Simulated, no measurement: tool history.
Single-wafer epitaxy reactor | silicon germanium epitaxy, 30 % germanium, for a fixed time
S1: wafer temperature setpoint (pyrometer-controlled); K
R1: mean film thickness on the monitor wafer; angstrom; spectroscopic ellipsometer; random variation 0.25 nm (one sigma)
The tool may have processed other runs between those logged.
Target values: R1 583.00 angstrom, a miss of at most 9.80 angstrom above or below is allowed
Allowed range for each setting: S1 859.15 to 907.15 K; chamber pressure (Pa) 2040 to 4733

Run 1, day 0.000: S1 883.15 K, chamber pressure (Pa) 3386. Result: R1 764.85 angstrom.
Run 2, day 0.100: S1 880.15 K, chamber pressure (Pa) 3373. Result: R1 736.38 angstrom.
Run 3, day 0.438: S1 880.15 K, chamber pressure (Pa) 2840. Result: R1 687.06 angstrom.
Run 4, day 0.521: S1 871.15 K, chamber pressure (Pa) 2840. Result: R1 594.13 angstrom.
Run 5, day 0.804: S1 862.15 K, chamber pressure (Pa) 2840. Result: R1 516.78 angstrom.
Run 6, day 0.988: S1 864.15 K, chamber pressure (Pa) 2840. Result: R1 533.78 angstrom.
Run 7, day 1.017: S1 865.15 K, chamber pressure (Pa) 2840. Result: R1 540.20 angstrom.
Run 8, day 1.317: S1 866.15 K, chamber pressure (Pa) 2840. Result: R1 552.29 angstrom.
Run 9, day 1.429: S1 867.15 K, chamber pressure (Pa) 2840. Result: R1 558.50 angstrom.
Run 10, day 1.462: S1 868.15 K, chamber pressure (Pa) 2840. Result: R1 565.08 angstrom.

Below are 5 possible settings for the next run. Only one of them brings all results inside the allowed miss of their targets. Which is it?
Run A, day 1.496: S1 867.15 K, chamber pressure (Pa) 2760. Result: R1 ?.
Run B, day 1.496: S1 866.15 K, chamber pressure (Pa) 3013. Result: R1 ?.
Run C, day 1.496: S1 868.15 K, chamber pressure (Pa) 2426. Result: R1 ?.
Run D, day 1.496: S1 870.15 K, chamber pressure (Pa) 2813. Result: R1 ?.
Run E, day 1.496: S1 873.15 K, chamber pressure (Pa) 2040. Result: R1 ?.

move      R1
   A  549.36
   B  559.16
   C  531.35
   D  580.95
   E  538.94
A: its largest miss is bigger than the last run's
B: its largest miss is bigger than the last run's
C: its largest miss is bigger than the last run's
D: every result within its allowed miss
E: its largest miss is bigger than the last run's
D is the move that brings every result within its allowed miss.
